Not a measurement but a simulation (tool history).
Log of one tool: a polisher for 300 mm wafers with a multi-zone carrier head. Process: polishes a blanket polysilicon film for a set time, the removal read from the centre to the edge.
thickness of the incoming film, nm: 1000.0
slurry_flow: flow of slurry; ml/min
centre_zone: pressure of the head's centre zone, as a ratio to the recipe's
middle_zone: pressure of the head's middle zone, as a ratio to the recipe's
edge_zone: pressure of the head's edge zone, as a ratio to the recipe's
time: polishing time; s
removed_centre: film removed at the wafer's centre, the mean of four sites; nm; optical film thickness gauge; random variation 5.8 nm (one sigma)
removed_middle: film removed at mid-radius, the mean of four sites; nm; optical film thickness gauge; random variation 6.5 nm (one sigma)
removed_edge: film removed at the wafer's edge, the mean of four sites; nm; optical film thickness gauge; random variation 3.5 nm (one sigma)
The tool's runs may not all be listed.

run	hour	slurry_flow	centre_zone	middle_zone	edge_zone	time	removed_centre	removed_middle	removed_edge
1	0	150	1	1	1	29	387.76	392.8	386.16
2	1.2	150	1.03	1	1	29	406.1	391.54	387.23
3	2.6	150	1.03	1	0.95	29	403.56	397.78	376.73
4	6.4	175	1.03	1	0.95	29	426.28	404.9	390.68
5	10.1	175	1.03	1	0.95	25	361.25	341.89	336.04
6	17.2	175	1.03	1	0.87	25	358.57	341.26	326.06
7	22.6	175	1.03	1	0.87	25	360.58	347.64	318.82
8	26.9	175	1.02	1.03	0.91	27	387.54	389.89	354.61
9	33.7	180	1.01	1.05	0.96	28	399.69	401.07	373.7

Run 10 comes next. What will it give?
10	40.3	180	1	1.07	0.98	29	?	?	?

removed_centre: 412.61 nm
removed_middle: 433 nm
removed_edge: 394.45 nm
